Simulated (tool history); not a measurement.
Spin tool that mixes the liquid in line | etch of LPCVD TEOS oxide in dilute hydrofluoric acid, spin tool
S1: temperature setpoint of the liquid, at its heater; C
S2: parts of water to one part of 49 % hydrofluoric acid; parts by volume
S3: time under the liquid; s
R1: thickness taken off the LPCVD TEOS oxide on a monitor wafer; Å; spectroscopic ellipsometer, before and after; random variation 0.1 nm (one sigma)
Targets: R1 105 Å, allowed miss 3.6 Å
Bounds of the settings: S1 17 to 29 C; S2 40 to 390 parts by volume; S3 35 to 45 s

run 1 hour=0 | S1=21 S2=215 S3=45 | R1=57.434
run 2 hour=4.6 | S1=21 S2=215 S3=35 | R1=44.667
run 3 hour=10.2 | S1=22.5 S2=195 S3=35 | R1=53.828
run 4 hour=11.1 | S1=22.5 S2=195 S3=45 | R1=68.737
run 5 hour=19.4 | S1=24 S2=190 S3=45 | R1=74.962
run 6 hour=22.7 | S1=25 S2=185 S3=45 | R1=80.623
run 7 hour=30 | S1=29 S2=160 S3=45 | R1=109.37
run 8 hour=32.4 | S1=29 S2=160 S3=45 | R1=110.46
run 9 hour=36.7 | S1=29 S2=160 S3=45 | R1=109.12

Which of these 5 next moves meets every target?
run A hour=41 | S1=29 S2=150 S3=45 | R1=?
run B hour=41 | S1=28 S2=160 S3=45 | R1=?
run C hour=41 | S1=27.5 S2=120 S3=35 | R1=?
run D hour=41 | S1=27.5 S2=135 S3=40 | R1=?
run E hour=41 | S1=29 S2=155 S3=45 | R1=?

move=A R1=120.24
move=B R1=107.34
move=C R1=114.93
move=D R1=114.54
move=E R1=115.62
A: further off than the last run
B: meets every target
C: further off than the last run
D: further off than the last run
E: further off than the last run
The right move is B.
